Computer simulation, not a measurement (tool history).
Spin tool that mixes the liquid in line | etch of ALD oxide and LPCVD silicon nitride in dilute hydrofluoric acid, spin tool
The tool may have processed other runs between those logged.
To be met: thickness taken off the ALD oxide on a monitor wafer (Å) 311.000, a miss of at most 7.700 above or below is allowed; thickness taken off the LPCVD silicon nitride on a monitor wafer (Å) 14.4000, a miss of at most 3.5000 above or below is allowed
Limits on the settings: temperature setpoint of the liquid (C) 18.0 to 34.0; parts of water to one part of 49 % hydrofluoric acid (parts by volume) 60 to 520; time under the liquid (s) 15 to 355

run    day  temperature setpoint of the liquid (C)  parts of water to one part of 49 % hydrofluoric acid (parts by volume)  time under the liquid (s)  thickness taken off the ALD oxide on a monitor wafer (Å)  thickness taken off the LPCVD silicon nitride on a monitor wafer (Å)
  1  0.000                                    26.0                                                                     290                        180                                                    93.164                                                                4.1535
  2  0.217                                    26.0                                                                     380                        180                                                    64.223                                                                3.2843
  3  0.271                                    29.0                                                                     380                        180                                                    70.486                                                                3.8777
  4  0.588                                    29.0                                                                     475                        180                                                    51.677                                                                2.7485
  5  0.854                                    30.0                                                                     360                        190                                                    82.141                                                                4.2918
  6  1.117                                    31.0                                                                     275                        200                                                   129.160                                                                6.2380
  7  1.296                                    32.0                                                                     220                        200                                                   177.570                                                                8.7086
  8  1.362                                    32.5                                                                     190                        200                                                   215.290                                                               10.8620
  9  1.717                                    32.5                                                                     170                        200                                                   252.200                                                               11.3460
 10  2.025                                    33.0                                                                     160                        200                                                   271.800                                                               12.2780
 11  2.150                                    34.0                                                                     135                        200                                                   349.760                                                               15.2160
 12  2.517                                    33.5                                                                     135                        200                                                   342.650                                                               14.4810
 13  2.867                                    33.0                                                                     135                        200                                                   336.810                                                               15.7810
 14  3.038                                    32.5                                                                     135                        200                                                   328.450                                                               15.2340
 15  3.138                                    32.0                                                                     135                        200                                                   324.630                                                               12.9110

Pick the move, out of 4, that brings all results within their allowed miss; only one does.
  A  3.238                                    19.5                                                                      75                        150                                                         ?                                                                     ?
  B  3.238                                    33.5                                                                     135                        180                                                         ?                                                                     ?
  C  3.238                                    19.5                                                                      95                        195                                                         ?                                                                     ?
  D  3.238                                    21.5                                                                      60                        115                                                         ?                                                                     ?

move  thickness taken off the ALD oxide on a monitor wafer (Å)  thickness taken off the LPCVD silicon nitride on a monitor wafer (Å)
   A                                                   294.130                                                                8.2121
   B                                                   311.280                                                               13.5330
   C                                                   295.130                                                                8.4785
   D                                                   311.960                                                                8.9813
A: moves the result that the last run missed by most past its target, out the other side
B: each result inside its tolerance
C: moves the result that the last run missed by most past its target, out the other side
D: puts the biggest miss on target and leaves a different result outside tolerance
So the answer is move B, the one that meets all the targets.

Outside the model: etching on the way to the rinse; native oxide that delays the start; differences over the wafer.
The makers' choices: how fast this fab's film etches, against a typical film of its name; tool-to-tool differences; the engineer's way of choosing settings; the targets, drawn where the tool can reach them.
